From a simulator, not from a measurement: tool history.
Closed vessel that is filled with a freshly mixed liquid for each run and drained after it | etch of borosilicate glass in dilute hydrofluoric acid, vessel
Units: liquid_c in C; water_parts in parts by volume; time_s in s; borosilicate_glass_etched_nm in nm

run    day  liquid_c  water_parts  time_s  borosilicate_glass_etched_nm
  1      0        20          100      30                        13.147
  2  0.342        17          100      30                        11.609
  3  0.454        19          100      30                        12.632
  4  0.675      20.5          100      30                        13.511
  5  0.754      20.5          115      30                         11.56
  6  0.946      17.5          115      30                        10.239
  7  1.029      19.5          110      30                        11.576
  8  1.379        21          105      30                        12.993
  9   1.55        22          100      30                         14.32
 10  1.938        23          100      30                        14.909
 11  2.283        24          100      30                        15.597
 12  2.438      24.5          100      30                        15.745
 13  2.675        25          100      30                         16.12
 14  2.992      25.5          100      30                        16.454
 15  3.217        26          100      30                        16.703
     3.258  -- hydrofluoric acid flow meter replaced
 16  3.258      26.5          100      30                        15.975
 17  3.408      26.5           95      30                        16.949

The next listed run, before its measurement:
 18  3.683      26.5           90      30                             ?

{"run 18": {"borosilicate_glass_etched_nm": 17.912}}

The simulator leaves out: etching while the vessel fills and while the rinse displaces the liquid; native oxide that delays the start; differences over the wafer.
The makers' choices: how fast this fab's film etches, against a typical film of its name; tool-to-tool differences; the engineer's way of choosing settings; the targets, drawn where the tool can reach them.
